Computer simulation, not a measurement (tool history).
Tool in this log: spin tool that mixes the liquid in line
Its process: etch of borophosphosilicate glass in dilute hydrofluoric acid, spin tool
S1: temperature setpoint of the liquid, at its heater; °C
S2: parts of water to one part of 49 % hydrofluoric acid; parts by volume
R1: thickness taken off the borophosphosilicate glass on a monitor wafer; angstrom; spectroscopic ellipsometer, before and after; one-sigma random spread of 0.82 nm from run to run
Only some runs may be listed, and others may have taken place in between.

{"run": 1, "day": 0.0, "S1": 25.0, "S2": 55, "time under the liquid (s)": 15, "R1": 265.46}
{"run": 2, "day": 0.067, "S1": 26.0, "S2": 50, "time under the liquid (s)": 15, "R1": 303.53}
{"run": 3, "day": 0.354, "S1": 27.0, "S2": 45, "time under the liquid (s)": 15, "R1": 359.46}
{"run": 4, "day": 0.504, "S1": 29.5, "S2": 45, "time under the liquid (s)": 15, "R1": 391.25}
{"run": 5, "day": 0.688, "S1": 29.5, "S2": 45, "time under the liquid (s)": 15, "R1": 387.72}
{"run": 6, "day": 0.8, "S1": 29.5, "S2": 50, "time under the liquid (s)": 15, "R1": 348.15}
{"run": 7, "day": 1.104, "S1": 30.0, "S2": 45, "time under the liquid (s)": 15, "R1": 409.56}
{"run": 8, "day": 1.458, "S1": 30.5, "S2": 40, "time under the liquid (s)": 15, "R1": 468.83}
{"run": 9, "day": 1.617, "S1": 31.0, "S2": 35, "time under the liquid (s)": 15, "R1": 538.84}
{"run": 10, "day": 1.825, "S1": 33.0, "S2": 20, "time under the liquid (s)": 15, "R1": 1062.5}
{"run": 11, "day": 2.117, "S1": 30.5, "S2": 20, "time under the liquid (s)": 15, "R1": 953.31}

Predict the results of run 12:
{"run": 12, "day": 2.2, "S1": 30.0, "S2": 20, "time under the liquid (s)": 15, "R1": "?"}

{"run 12": {"R1": 944.98}}
